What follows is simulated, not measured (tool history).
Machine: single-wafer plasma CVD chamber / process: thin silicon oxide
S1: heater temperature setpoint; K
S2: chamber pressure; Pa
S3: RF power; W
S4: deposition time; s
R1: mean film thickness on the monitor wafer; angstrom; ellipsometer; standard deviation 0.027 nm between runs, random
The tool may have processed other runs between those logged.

run	hour	S1	S2	S3	S4	R1
1	0	653.15	79.3	250	5.16	71.028
2	0.7	653.15	79.3	250	4.89	67.246
3	5.9	653.15	79.3	265	4.89	68.612
4	9.3	653.15	84.1	265	4.89	72.325
5	12.7	653.15	88.5	265	4.89	76.524
6	18.8	653.15	88.5	245	4.89	74.067
7	21.5	653.15	92.5	245	4.89	77.533

Run 8, settings as shown, results not yet in. Your forecast:
8	27	653.15	95.3	245	4.89	?

R1: 79.663 angstrom
